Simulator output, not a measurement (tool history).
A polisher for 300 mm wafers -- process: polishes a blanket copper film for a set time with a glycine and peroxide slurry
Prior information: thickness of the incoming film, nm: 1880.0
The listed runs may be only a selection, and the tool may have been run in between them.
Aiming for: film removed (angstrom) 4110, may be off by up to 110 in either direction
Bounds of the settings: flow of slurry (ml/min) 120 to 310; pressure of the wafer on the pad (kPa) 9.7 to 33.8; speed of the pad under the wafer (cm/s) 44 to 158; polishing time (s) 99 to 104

run,hour,flow of slurry (ml/min),pressure of the wafer on the pad (kPa),speed of the pad under the wafer (cm/s),polishing time (s),film removed (angstrom)
1,0,200,21.4,100,99,5355.9
2,6.1,200,15.9,100,99,4425.7
3,13.6,195,15.9,100,99,4413.6
4,18.9,195,13.8,100,99,3968
5,20.3,195,13.8,122,99,4637.3
6,27.1,195,17.9,122,99,5652.6
# hour 27.9: slurry nozzle cleaned
7,27.9,195,16.5,122,99,5433.7
8,33.2,195,15.9,122,99,5312.5
9,40.4,195,15.2,122,99,5157.4
10,44.8,190,14.5,122,99,4943
11,45.4,190,13.8,122,99,4813.5
12,49.5,190,13.1,122,99,4648.6
13,50.7,190,12.4,122,99,4551.4
14,54.7,190,11.7,122,99,4273.1

Consider the 5 candidate settings below. Which is the only one whose results all fall within their allowed miss of target?
A,58.7,240,9.7,130,101,?
B,58.7,205,11,122,104,?
C,58.7,190,11.7,124,102,?
D,58.7,190,10.3,116,99,?
E,58.7,145,13.1,114,104,?

move,film removed (angstrom)
A,4159.3
B,4377
C,4494.3
D,3824.6
E,4511.9
A: every result lands within tolerance
B: moves away from the targets compared with the last run
C: moves away from the targets compared with the last run
D: pushes the last run's worst result past its target
E: moves away from the targets compared with the last run
Answer: A

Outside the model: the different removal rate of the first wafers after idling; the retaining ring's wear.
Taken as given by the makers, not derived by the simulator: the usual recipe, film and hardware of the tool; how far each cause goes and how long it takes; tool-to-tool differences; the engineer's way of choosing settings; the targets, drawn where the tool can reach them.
